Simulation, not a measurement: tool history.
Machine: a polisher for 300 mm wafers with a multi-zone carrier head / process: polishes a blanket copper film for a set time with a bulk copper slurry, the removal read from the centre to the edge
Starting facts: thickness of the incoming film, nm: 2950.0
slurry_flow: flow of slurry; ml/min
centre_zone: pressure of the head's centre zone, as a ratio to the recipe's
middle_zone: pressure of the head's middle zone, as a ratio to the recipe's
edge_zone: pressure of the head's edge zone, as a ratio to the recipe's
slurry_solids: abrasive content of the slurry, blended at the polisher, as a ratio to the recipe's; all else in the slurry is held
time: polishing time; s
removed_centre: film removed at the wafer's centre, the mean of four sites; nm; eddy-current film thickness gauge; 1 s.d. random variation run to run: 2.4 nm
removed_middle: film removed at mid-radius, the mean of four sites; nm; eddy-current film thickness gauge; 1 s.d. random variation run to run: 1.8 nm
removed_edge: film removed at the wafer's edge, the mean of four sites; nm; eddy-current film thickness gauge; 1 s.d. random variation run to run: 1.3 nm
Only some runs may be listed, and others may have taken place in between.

run,hour,slurry_flow,centre_zone,middle_zone,edge_zone,slurry_solids,time,removed_centre,removed_middle,removed_edge
1,0,200,1,1,1,1,56,266.12,278.03,274.88
2,7.7,200,1,1,1,1,65,303.49,326.28,320.77
3,10.4,200,1.01,0.98,0.98,0.9,61,288.73,298.5,296.18
4,11.9,200,1.01,0.98,0.98,0.9,66,309.26,323.14,321.71
5,13,200,1.02,0.96,0.97,0.85,61,286.54,294.13,291.17
6,20.2,200,1.02,0.96,0.97,0.7,61,275.31,277.69,284.52
7,27.9,190,1.12,0.87,0.87,0.5,45,206.25,183.12,187.94

Expected results for the next run?
8,28.9,185,1.12,0.86,0.86,0.5,45,?,?,?

{"run 8": {"removed_centre": 206.33, "removed_middle": 182.38, "removed_edge": 185.27}}
